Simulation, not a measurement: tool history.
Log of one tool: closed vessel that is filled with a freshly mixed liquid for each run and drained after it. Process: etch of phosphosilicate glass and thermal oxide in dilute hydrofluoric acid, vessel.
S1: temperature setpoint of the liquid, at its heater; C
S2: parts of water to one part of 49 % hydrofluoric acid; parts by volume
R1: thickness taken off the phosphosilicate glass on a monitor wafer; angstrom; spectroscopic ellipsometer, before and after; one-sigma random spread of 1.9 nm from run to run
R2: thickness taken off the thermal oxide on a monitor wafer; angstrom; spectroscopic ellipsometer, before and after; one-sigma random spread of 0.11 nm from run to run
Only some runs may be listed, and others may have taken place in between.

Run 1, hour 0: S1 24 C, S2 190 parts by volume, time in the liquid (s) 125. Result: R1 465.15 angstrom, R2 27.532 angstrom.
Run 2, hour 4.8: S1 25 C, S2 165 parts by volume, time in the liquid (s) 130. Result: R1 590.06 angstrom, R2 35.433 angstrom.
Run 3, hour 6.9: S1 25 C, S2 215 parts by volume, time in the liquid (s) 130. Result: R1 433.34 angstrom, R2 25.549 angstrom.
Run 4, hour 11.6: S1 25 C, S2 240 parts by volume, time in the liquid (s) 130. Result: R1 371.93 angstrom, R2 21.903 angstrom.
Run 5, hour 18.5: S1 25 C, S2 285 parts by volume, time in the liquid (s) 130. Result: R1 298.77 angstrom, R2 17.768 angstrom.
Run 6, hour 22.1: S1 26 C, S2 245 parts by volume, time in the liquid (s) 135. Result: R1 401.22 angstrom, R2 23.203 angstrom.
Run 7, hour 27.6: S1 26 C, S2 210 parts by volume, time in the liquid (s) 145. Result: R1 508.58 angstrom, R2 29.925 angstrom.
Run 8, hour 33.6: S1 27 C, S2 180 parts by volume, time in the liquid (s) 150. Result: R1 667.4 angstrom, R2 39.74 angstrom.
Run 9, hour 42.1: S1 28 C, S2 155 parts by volume, time in the liquid (s) 155. Result: R1 848.49 angstrom, R2 50.614 angstrom.

For run 10, what comes out?
Run 10, hour 45.7: S1 32 C, S2 80 parts by volume, time in the liquid (s) 155. Result: R1 ?, R2 ?.

Run 10 gave R1 2117.7 angstrom, R2 123.68 angstrom.
